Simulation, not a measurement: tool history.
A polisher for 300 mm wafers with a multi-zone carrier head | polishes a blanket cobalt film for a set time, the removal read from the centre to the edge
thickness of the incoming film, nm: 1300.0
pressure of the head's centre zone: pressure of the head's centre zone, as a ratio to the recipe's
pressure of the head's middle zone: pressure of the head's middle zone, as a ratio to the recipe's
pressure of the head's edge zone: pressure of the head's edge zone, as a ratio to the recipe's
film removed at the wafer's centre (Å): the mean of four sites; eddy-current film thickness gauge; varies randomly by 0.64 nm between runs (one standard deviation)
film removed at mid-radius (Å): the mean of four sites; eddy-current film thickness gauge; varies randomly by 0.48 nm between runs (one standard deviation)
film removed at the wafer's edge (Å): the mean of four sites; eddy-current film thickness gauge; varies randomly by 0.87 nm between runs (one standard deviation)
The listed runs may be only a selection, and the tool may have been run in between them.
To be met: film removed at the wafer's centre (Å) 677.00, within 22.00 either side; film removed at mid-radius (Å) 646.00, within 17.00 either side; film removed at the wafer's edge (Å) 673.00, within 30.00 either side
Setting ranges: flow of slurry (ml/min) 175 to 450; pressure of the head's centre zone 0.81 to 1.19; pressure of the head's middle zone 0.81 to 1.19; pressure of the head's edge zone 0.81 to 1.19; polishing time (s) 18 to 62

run	day	flow of slurry (ml/min)	pressure of the head's centre zone	pressure of the head's middle zone	pressure of the head's edge zone	polishing time (s)	film removed at the wafer's centre (Å)	film removed at mid-radius (Å)	film removed at the wafer's edge (Å)
1	0.000	290	1.00	1.00	1.00	40	1183.00	1187.30	1216.70
2	0.267	290	1.00	1.00	1.00	37	1096.80	1085.90	1113.70
3	0.462	325	1.00	1.00	1.00	37	1108.60	1085.00	1112.80
4	0.654	325	0.94	1.00	1.00	37	1040.50	1108.00	1136.00
5	0.788	325	0.94	1.00	1.00	31	880.98	919.24	935.46
6	1.150	325	0.94	1.00	1.00	37	1036.30	1100.70	1137.50
7	1.354	325	0.94	0.98	0.98	34	960.93	1005.90	1032.20
8	1.392	325	0.94	0.97	0.98	31	879.44	905.38	928.74
9	1.454	325	0.94	0.95	0.97	29	810.23	828.91	864.53
10	1.808	325	0.94	0.93	0.95	28	777.64	796.04	827.74
11	1.992	325	0.95	0.91	0.93	27	776.13	747.09	808.38
12	2.108	325	0.95	0.91	0.91	26	746.64	707.75	774.25
13	2.462	325	0.95	0.91	0.91	26	742.77	721.25	751.74
14	2.738	320	0.95	0.90	0.89	26	735.64	702.88	735.73
15	3.058	310	0.95	0.89	0.88	26	741.61	702.29	744.03
16	3.404	325	0.94	0.89	0.84	22	628.36	594.41	614.40
17	3.746	325	0.95	0.90	0.85	22	622.07	607.20	619.28
18	3.888	325	0.96	0.90	0.86	22	632.39	599.53	608.42
19	4.200	325	0.96	0.90	0.87	22	642.27	608.30	622.00
# day 4.367: slurry nozzle cleaned
20	4.367	325	0.96	0.90	0.88	22	653.55	609.85	636.47
21	4.438	325	0.96	0.91	0.89	22	648.39	619.04	628.98
22	4.654	325	0.96	0.91	0.90	22	635.80	621.50	646.73
23	5.004	325	0.97	0.91	0.90	22	651.66	617.87	640.31
24	5.279	325	0.97	0.91	0.91	22	656.90	623.87	659.72

Pick the move, out of 5, that brings all results within their allowed miss; only one does.
A	5.554	310	1.11	0.95	0.96	22	?	?	?
B	5.554	280	0.87	0.88	1.13	24	?	?	?
C	5.554	390	1.00	0.94	0.96	22	?	?	?
D	5.554	320	0.96	0.93	0.91	21	?	?	?
E	5.554	355	1.01	0.89	0.98	21	?	?	?

move	film removed at the wafer's centre (Å)	film removed at mid-radius (Å)	film removed at the wafer's edge (Å)
A	752.09	643.94	674.57
B	640.81	654.13	793.02
C	692.36	649.72	683.64
D	624.87	605.89	629.43
E	662.16	588.61	656.05
A: puts the biggest miss on target and leaves a different result outside tolerance
B: puts the biggest miss on target and leaves a different result outside tolerance
C: all results land within tolerance of their targets
D: its largest miss is bigger than the last run's
E: its largest miss is bigger than the last run's
The right move is C.
